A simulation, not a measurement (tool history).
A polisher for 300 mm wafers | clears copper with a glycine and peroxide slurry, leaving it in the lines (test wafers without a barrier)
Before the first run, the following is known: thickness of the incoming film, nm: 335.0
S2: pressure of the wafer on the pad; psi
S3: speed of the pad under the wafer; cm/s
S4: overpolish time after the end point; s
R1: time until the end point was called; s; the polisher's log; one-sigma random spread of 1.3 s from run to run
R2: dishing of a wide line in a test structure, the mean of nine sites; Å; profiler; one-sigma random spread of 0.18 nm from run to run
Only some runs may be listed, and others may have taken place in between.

{"run": 1, "day": 0.0, "flow of slurry (ml/min)": 310, "S2": 2.1, "S3": 108, "S4": 9, "R1": 88.463, "R2": 143.1}
{"run": 2, "day": 0.121, "flow of slurry (ml/min)": 305, "S2": 2, "S3": 108, "S4": 7, "R1": 91.922, "R2": 129.76}
{"run": 3, "day": 0.388, "flow of slurry (ml/min)": 305, "S2": 2, "S3": 108, "S4": 9, "R1": 91.204, "R2": 140.73}
{"run": 4, "day": 0.488, "flow of slurry (ml/min)": 295, "S2": 2, "S3": 110, "S4": 7, "R1": 90.49, "R2": 134.38}
{"run": 5, "day": 0.667, "flow of slurry (ml/min)": 295, "S2": 2.2, "S3": 110, "S4": 7, "R1": 86.102, "R2": 134.09}
{"run": 6, "day": 0.925, "flow of slurry (ml/min)": 335, "S2": 2.1, "S3": 108, "S4": 6, "R1": 89.463, "R2": 127.09}
{"run": 7, "day": 0.992, "flow of slurry (ml/min)": 370, "S2": 2.1, "S3": 108, "S4": 5, "R1": 89.24, "R2": 112.36}
{"run": 8, "day": 1.288, "flow of slurry (ml/min)": 375, "S2": 2.1, "S3": 108, "S4": 5, "R1": 86.491, "R2": 110.05}

For run 9, what comes out?
{"run": 9, "day": 1.65, "flow of slurry (ml/min)": 375, "S2": 2, "S3": 108, "S4": 5, "R1": "?", "R2": "?"}

{"run 9": {"R1": 88.115, "R2": 112.05}}
